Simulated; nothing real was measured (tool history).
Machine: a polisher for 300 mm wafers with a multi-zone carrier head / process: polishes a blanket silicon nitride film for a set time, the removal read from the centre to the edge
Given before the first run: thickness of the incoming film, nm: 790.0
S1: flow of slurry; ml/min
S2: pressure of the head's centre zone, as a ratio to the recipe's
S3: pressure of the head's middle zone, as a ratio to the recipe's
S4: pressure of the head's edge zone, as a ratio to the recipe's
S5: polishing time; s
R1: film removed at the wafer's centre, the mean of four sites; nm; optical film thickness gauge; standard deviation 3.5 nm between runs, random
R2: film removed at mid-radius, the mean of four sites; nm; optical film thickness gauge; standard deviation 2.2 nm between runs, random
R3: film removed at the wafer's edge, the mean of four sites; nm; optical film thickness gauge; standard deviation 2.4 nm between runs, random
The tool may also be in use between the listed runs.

| run | hour | S1 | S2 | S3 | S4 | S5 | R1 | R2 | R3 |
|---|---|---|---|---|---|---|---|---|---|
| 1 | 0 | 290 | 1 | 1 | 1 | 85 | 182.51 | 179.92 | 176.88 |
| 2 | 8 | 290 | 1 | 1 | 1 | 76 | 161.31 | 159.02 | 160.99 |
| 3 | 14.9 | 300 | 1.03 | 1.02 | 1.05 | 86 | 191.68 | 185.49 | 185.4 |
| 4 | 17.8 | 310 | 1.06 | 1.04 | 1.09 | 92 | 201.12 | 200.37 | 203.77 |
| 5 | 24.4 | 310 | 1.06 | 1.04 | 1.16 | 92 | 207.98 | 202.13 | 211.76 |
| 6 | 32.6 | 310 | 1.1 | 1.05 | 1.13 | 98 | 230.02 | 216.9 | 217.17 |

Predict the results of run 7:
| 7 | 33.5 | 315 | 1.12 | 1.06 | 1.15 | 101 | ? | ? | ? |

Run 7 gave R1 241.49 nm, R2 226.29 nm, R3 229.77 nm.
